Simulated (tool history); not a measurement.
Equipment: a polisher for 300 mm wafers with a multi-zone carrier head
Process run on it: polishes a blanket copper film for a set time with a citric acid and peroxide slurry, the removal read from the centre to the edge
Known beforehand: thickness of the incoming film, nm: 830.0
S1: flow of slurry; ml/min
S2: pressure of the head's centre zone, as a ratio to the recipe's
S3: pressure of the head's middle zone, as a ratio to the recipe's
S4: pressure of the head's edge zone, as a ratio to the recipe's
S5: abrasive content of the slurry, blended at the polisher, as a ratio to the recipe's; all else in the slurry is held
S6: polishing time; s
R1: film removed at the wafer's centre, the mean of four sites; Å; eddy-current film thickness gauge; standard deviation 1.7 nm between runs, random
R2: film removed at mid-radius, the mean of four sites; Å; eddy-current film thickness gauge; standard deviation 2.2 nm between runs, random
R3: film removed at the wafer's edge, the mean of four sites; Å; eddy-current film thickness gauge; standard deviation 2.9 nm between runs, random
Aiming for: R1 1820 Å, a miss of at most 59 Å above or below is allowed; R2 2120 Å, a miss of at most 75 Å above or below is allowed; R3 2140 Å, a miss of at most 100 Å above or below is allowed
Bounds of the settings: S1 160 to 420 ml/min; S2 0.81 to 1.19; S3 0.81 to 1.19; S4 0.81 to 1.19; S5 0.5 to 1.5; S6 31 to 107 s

run 1 hour=0 | S1=270 S2=1 S3=1 S4=1 S5=1 S6=69 | R1=1615 R2=1597.1 R3=1573.7
run 2 hour=7.8 | S1=270 S2=0.98 S3=1.01 S4=1.03 S5=1.1 S6=71 | R1=1652.5 R2=1700.3 R3=1621.2
run 3 hour=16.6 | S1=265 S2=0.95 S3=0.99 S4=1.05 S5=1.15 S6=75 | R1=1700.5 R2=1766.1 R3=1823.2
run 4 hour=17.1 | S1=265 S2=0.94 S3=1 S4=1.06 S5=1.2 S6=76 | R1=1719.9 R2=1817.6 R3=1826
run 5 hour=18.6 | S1=265 S2=0.99 S3=1 S4=1.06 S5=1.2 S6=76 | R1=1791.4 R2=1828.7 R3=1870
run 6 hour=19.7 | S1=265 S2=0.99 S3=1 S4=1.06 S5=1.35 S6=76 | R1=1864.8 R2=1864.8 R3=1902.2
run 7 hour=28.2 | S1=265 S2=0.97 S3=1.01 S4=1.08 S5=1.4 S6=77 | R1=1859.8 R2=1923.8 R3=1944.5
run 8 hour=33.7 | S1=265 S2=0.96 S3=1.02 S4=1.1 S5=1.4 S6=78 | R1=1836.2 R2=2013.5 R3=1980
run 9 hour=41.8 | S1=265 S2=0.96 S3=1.02 S4=1.11 S5=1.4 S6=78 | R1=1868.4 R2=1992.8 R3=2001.7
run 10 hour=47.4 | S1=265 S2=0.96 S3=1.02 S4=1.11 S5=1.4 S6=78 | R1=1816.2 R2=1992.8 R3=2046.9

Which of these 4 next moves meets every target?
run A hour=53 | S1=300 S2=0.92 S3=0.89 S4=1.19 S5=1.2 S6=81 | R1=? R2=? R3=?
run B hour=53 | S1=335 S2=0.93 S3=1.08 S4=1.19 S5=1.45 S6=77 | R1=? R2=? R3=?
run C hour=53 | S1=260 S2=0.93 S3=1.04 S4=1.19 S5=1.35 S6=78 | R1=? R2=? R3=?
run D hour=53 | S1=230 S2=0.97 S3=0.88 S4=1.02 S5=1.5 S6=79 | R1=? R2=? R3=?

move=A R1=1828.9 R2=1806.3 R3=2088.2
move=B R1=1856.4 R2=2129 R3=2081.5
move=C R1=1801.5 R2=2006.6 R3=2038.6
move=D R1=1918.3 R2=1785.1 R3=1940.1
A: the biggest miss grows against the last run
B: each result inside its tolerance
C: nearer than the last run, and not there yet
D: the biggest miss grows against the last run
B meets every target.

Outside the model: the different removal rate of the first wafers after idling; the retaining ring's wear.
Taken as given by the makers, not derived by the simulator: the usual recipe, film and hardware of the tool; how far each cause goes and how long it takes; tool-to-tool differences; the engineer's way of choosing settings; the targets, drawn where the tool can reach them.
